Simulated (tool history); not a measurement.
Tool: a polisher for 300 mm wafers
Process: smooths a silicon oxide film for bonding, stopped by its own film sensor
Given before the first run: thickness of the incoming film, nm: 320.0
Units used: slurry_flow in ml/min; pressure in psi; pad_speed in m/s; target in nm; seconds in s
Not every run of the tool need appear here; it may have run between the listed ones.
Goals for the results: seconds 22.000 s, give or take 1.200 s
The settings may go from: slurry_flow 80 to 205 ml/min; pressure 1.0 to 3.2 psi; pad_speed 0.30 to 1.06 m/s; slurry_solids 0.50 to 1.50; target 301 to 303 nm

{"run": 1, "hour": 0.0, "slurry_flow": 135, "pressure": 2.1, "pad_speed": 0.68, "slurry_solids": 1.0, "target": 301, "seconds": 39.601}
{"run": 2, "hour": 3.9, "slurry_flow": 135, "pressure": 2.1, "pad_speed": 0.68, "slurry_solids": 0.85, "target": 301, "seconds": 41.494}
{"run": 3, "hour": 12.1, "slurry_flow": 135, "pressure": 2.1, "pad_speed": 0.78, "slurry_solids": 0.85, "target": 301, "seconds": 37.96}
{"run": 4, "hour": 18.8, "slurry_flow": 135, "pressure": 2.4, "pad_speed": 0.8, "slurry_solids": 0.85, "target": 301, "seconds": 32.01}
{"run": 5, "hour": 23.2, "slurry_flow": 135, "pressure": 2.4, "pad_speed": 0.8, "slurry_solids": 0.85, "target": 303, "seconds": 29.051}
{"run": 6, "hour": 29.5, "slurry_flow": 135, "pressure": 2.1, "pad_speed": 0.8, "slurry_solids": 0.85, "target": 303, "seconds": 32.75}
{"run": 7, "hour": 38.4, "slurry_flow": 135, "pressure": 2.4, "pad_speed": 0.82, "slurry_solids": 0.85, "target": 303, "seconds": 28.429}
{"run": 8, "hour": 44.9, "slurry_flow": 135, "pressure": 2.6, "pad_speed": 0.82, "slurry_solids": 0.85, "target": 303, "seconds": 25.074}
{"run": 9, "hour": 47.0, "slurry_flow": 135, "pressure": 2.7, "pad_speed": 0.82, "slurry_solids": 0.85, "target": 303, "seconds": 24.64}
{"run": 10, "hour": 51.4, "slurry_flow": 135, "pressure": 2.8, "pad_speed": 0.82, "slurry_solids": 0.85, "target": 303, "seconds": 24.312}
{"run": 11, "hour": 56.9, "slurry_flow": 135, "pressure": 2.9, "pad_speed": 0.82, "slurry_solids": 0.85, "target": 303, "seconds": 22.863}

Exactly one of the 5 candidate moves below puts every result within its allowed miss. Which one?
{"run": "A", "hour": 62.4, "slurry_flow": 145, "pressure": 2.6, "pad_speed": 0.9, "slurry_solids": 0.85, "target": 302, "seconds": "?"}
{"run": "B", "hour": 62.4, "slurry_flow": 145, "pressure": 3.0, "pad_speed": 0.86, "slurry_solids": 0.8, "target": 301, "seconds": "?"}
{"run": "C", "hour": 62.4, "slurry_flow": 110, "pressure": 3.1, "pad_speed": 0.74, "slurry_solids": 0.85, "target": 302, "seconds": "?"}
{"run": "D", "hour": 62.4, "slurry_flow": 140, "pressure": 3.0, "pad_speed": 0.82, "slurry_solids": 0.95, "target": 303, "seconds": "?"}
{"run": "E", "hour": 62.4, "slurry_flow": 140, "pressure": 2.7, "pad_speed": 0.88, "slurry_solids": 0.85, "target": 302, "seconds": "?"}

move=A seconds=26.098
move=B seconds=25.291
move=C seconds=26.532
move=D seconds=22.425
move=E seconds=25.713
A: further off than the last run
B: further off than the last run
C: further off than the last run
D: meets every target
E: further off than the last run
Answer: D
